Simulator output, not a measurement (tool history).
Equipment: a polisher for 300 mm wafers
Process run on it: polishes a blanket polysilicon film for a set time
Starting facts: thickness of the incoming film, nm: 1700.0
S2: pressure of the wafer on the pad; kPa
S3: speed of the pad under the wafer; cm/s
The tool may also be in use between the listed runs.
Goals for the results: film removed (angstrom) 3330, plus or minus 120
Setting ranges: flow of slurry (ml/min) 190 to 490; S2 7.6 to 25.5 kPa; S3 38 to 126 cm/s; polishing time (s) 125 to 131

Run 1, day 0: flow of slurry (ml/min) 315, S2 16.5 kPa, S3 82 cm/s, polishing time (s) 125. Result: film removed (angstrom) 6456.
Run 2, day 0.038: flow of slurry (ml/min) 315, S2 15.2 kPa, S3 80 cm/s, polishing time (s) 125. Result: film removed (angstrom) 5895.6.
Run 3, day 0.146: flow of slurry (ml/min) 360, S2 15.2 kPa, S3 80 cm/s, polishing time (s) 125. Result: film removed (angstrom) 5961.
Run 4, day 0.512: flow of slurry (ml/min) 360, S2 17.2 kPa, S3 80 cm/s, polishing time (s) 125. Result: film removed (angstrom) 6929.3.
Run 5, day 0.712: flow of slurry (ml/min) 350, S2 15.9 kPa, S3 80 cm/s, polishing time (s) 125. Result: film removed (angstrom) 6441.3.
Run 6, day 0.821: flow of slurry (ml/min) 350, S2 14.5 kPa, S3 80 cm/s, polishing time (s) 125. Result: film removed (angstrom) 5771.4.
Run 7, day 1.175: flow of slurry (ml/min) 340, S2 13.8 kPa, S3 80 cm/s, polishing time (s) 125. Result: film removed (angstrom) 5435.
Run 8, day 1.538: flow of slurry (ml/min) 335, S2 13.1 kPa, S3 80 cm/s, polishing time (s) 125. Result: film removed (angstrom) 5275.
Run 9, day 1.717: flow of slurry (ml/min) 330, S2 12.4 kPa, S3 78 cm/s, polishing time (s) 125. Result: film removed (angstrom) 4831.3.
Run 10, day 2.05: flow of slurry (ml/min) 325, S2 11.7 kPa, S3 78 cm/s, polishing time (s) 125. Result: film removed (angstrom) 4664.5.
Run 11, day 2.229: flow of slurry (ml/min) 325, S2 11.7 kPa, S3 78 cm/s, polishing time (s) 125. Result: film removed (angstrom) 4624.4.
Run 12, day 2.471: flow of slurry (ml/min) 320, S2 11 kPa, S3 78 cm/s, polishing time (s) 125. Result: film removed (angstrom) 4357.9.
Run 13, day 2.7: flow of slurry (ml/min) 315, S2 10.3 kPa, S3 78 cm/s, polishing time (s) 125. Result: film removed (angstrom) 4110.2.
Run 14, day 2.946: flow of slurry (ml/min) 305, S2 10.3 kPa, S3 78 cm/s, polishing time (s) 125. Result: film removed (angstrom) 4039.8.
At day 2.983: slurry nozzle cleaned.
Run 15, day 2.983: flow of slurry (ml/min) 285, S2 7.6 kPa, S3 76 cm/s, polishing time (s) 125. Result: film removed (angstrom) 3045.1.
Run 16, day 3.125: flow of slurry (ml/min) 290, S2 7.6 kPa, S3 76 cm/s, polishing time (s) 125. Result: film removed (angstrom) 3081.6.
Run 17, day 3.267: flow of slurry (ml/min) 295, S2 7.6 kPa, S3 76 cm/s, polishing time (s) 125. Result: film removed (angstrom) 2995.8.

Which of these 5 next moves meets every target?
Run A, day 3.408: flow of slurry (ml/min) 285, S2 7.6 kPa, S3 66 cm/s, polishing time (s) 125. Result: film removed (angstrom) ?.
Run B, day 3.408: flow of slurry (ml/min) 240, S2 8.3 kPa, S3 78 cm/s, polishing time (s) 125. Result: film removed (angstrom) ?.
Run C, day 3.408: flow of slurry (ml/min) 330, S2 9 kPa, S3 76 cm/s, polishing time (s) 130. Result: film removed (angstrom) ?.
Run D, day 3.408: flow of slurry (ml/min) 350, S2 9.7 kPa, S3 46 cm/s, polishing time (s) 131. Result: film removed (angstrom) ?.
Run E, day 3.408: flow of slurry (ml/min) 285, S2 7.6 kPa, S3 76 cm/s, polishing time (s) 125. Result: film removed (angstrom) ?.

move  film removed (angstrom)
   A                   2829.1
   B                   3320.4
   C                   3795.1
   D                   3139.4
   E                   3073.6
A: the biggest miss grows against the last run
B: each result inside its tolerance
C: pushes the last run's worst result past its target
D: closer than the last run, but not yet in spec
E: closer than the last run, but not yet in spec
Move B is the one to make.

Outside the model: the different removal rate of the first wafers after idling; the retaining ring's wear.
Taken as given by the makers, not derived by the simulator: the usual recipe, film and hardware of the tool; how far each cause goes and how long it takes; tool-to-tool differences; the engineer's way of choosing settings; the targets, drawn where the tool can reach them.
